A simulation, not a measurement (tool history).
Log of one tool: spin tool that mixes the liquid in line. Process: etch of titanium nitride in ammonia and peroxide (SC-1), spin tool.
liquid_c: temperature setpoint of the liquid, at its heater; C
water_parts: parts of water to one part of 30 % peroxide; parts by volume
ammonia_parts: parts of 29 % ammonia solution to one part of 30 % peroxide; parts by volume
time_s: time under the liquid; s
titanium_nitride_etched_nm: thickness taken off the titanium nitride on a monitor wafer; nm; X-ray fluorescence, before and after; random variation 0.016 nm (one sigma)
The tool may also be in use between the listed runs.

{"run": 1, "hour": 0.0, "liquid_c": 48.0, "water_parts": 8.0, "ammonia_parts": 0.75, "time_s": 60, "titanium_nitride_etched_nm": 3.6276}
{"run": 2, "hour": 6.1, "liquid_c": 47.5, "water_parts": 8.0, "ammonia_parts": 0.75, "time_s": 60, "titanium_nitride_etched_nm": 3.5177}
{"run": 3, "hour": 14.2, "liquid_c": 47.5, "water_parts": 8.0, "ammonia_parts": 0.75, "time_s": 60, "titanium_nitride_etched_nm": 3.5173}
{"run": 4, "hour": 22.5, "liquid_c": 47.0, "water_parts": 8.0, "ammonia_parts": 0.75, "time_s": 60, "titanium_nitride_etched_nm": 3.4073}
{"run": 5, "hour": 28.6, "liquid_c": 46.5, "water_parts": 8.0, "ammonia_parts": 0.75, "time_s": 60, "titanium_nitride_etched_nm": 3.324}
{"run": 6, "hour": 36.2, "liquid_c": 46.0, "water_parts": 8.0, "ammonia_parts": 0.75, "time_s": 60, "titanium_nitride_etched_nm": 3.1672}
{"run": 7, "hour": 45.0, "liquid_c": 45.5, "water_parts": 8.0, "ammonia_parts": 0.75, "time_s": 60, "titanium_nitride_etched_nm": 3.0683}
{"run": 8, "hour": 51.9, "liquid_c": 45.0, "water_parts": 8.0, "ammonia_parts": 0.75, "time_s": 60, "titanium_nitride_etched_nm": 2.9507}
{"run": 9, "hour": 56.5, "liquid_c": 44.5, "water_parts": 8.0, "ammonia_parts": 0.75, "time_s": 60, "titanium_nitride_etched_nm": 2.868}

Forecast run 10:
{"run": 10, "hour": 57.9, "liquid_c": 43.5, "water_parts": 8.0, "ammonia_parts": 0.75, "time_s": 60, "titanium_nitride_etched_nm": "?"}

Run 10 gave titanium_nitride_etched_nm 2.6504 nm.
